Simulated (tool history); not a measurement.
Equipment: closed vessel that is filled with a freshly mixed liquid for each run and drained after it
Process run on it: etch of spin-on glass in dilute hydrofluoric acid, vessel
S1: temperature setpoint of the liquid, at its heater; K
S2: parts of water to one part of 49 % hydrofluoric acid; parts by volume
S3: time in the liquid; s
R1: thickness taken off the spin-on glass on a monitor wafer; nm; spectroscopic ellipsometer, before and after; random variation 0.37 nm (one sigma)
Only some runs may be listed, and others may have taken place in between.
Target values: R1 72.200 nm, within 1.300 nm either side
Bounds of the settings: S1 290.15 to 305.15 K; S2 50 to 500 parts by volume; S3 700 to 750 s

run 1 hour=0.0 | S1=297.15 S2=275 S3=700 | R1=42.620
run 2 hour=2.1 | S1=298.15 S2=270 S3=700 | R1=45.283
run 3 hour=6.9 | S1=296.15 S2=270 S3=700 | R1=42.233
run 4 hour=11.7 | S1=297.65 S2=270 S3=700 | R1=44.490
run 5 hour=16.3 | S1=298.65 S2=265 S3=700 | R1=47.053
run 6 hour=18.1 | S1=299.65 S2=260 S3=700 | R1=49.915
run 7 hour=21.6 | S1=300.15 S2=255 S3=700 | R1=52.262
run 8 hour=26.7 | S1=300.65 S2=250 S3=700 | R1=54.774
run 9 hour=31.1 | S1=301.15 S2=245 S3=700 | R1=56.680
run 10 hour=35.4 | S1=301.65 S2=240 S3=700 | R1=59.685
run 11 hour=41.9 | S1=302.15 S2=240 S3=700 | R1=60.246
run 12 hour=49.7 | S1=305.15 S2=215 S3=700 | R1=76.413
run 13 hour=56.0 | S1=304.15 S2=215 S3=700 | R1=73.727

Of the 4 settings listed for the next run, only one would bring every result within its allowed miss of target. Which one?
run A hour=62.3 | S1=304.15 S2=225 S3=750 | R1=?
run B hour=62.3 | S1=302.65 S2=200 S3=700 | R1=?
run C hour=62.3 | S1=302.15 S2=195 S3=700 | R1=?
run D hour=62.3 | S1=302.15 S2=220 S3=750 | R1=?

move=A R1=75.679
move=B R1=77.825
move=C R1=78.915
move=D R1=72.746
A: the biggest miss grows against the last run
B: the biggest miss grows against the last run
C: the biggest miss grows against the last run
D: each result inside its tolerance
So the answer is move D, the one that meets all the targets.

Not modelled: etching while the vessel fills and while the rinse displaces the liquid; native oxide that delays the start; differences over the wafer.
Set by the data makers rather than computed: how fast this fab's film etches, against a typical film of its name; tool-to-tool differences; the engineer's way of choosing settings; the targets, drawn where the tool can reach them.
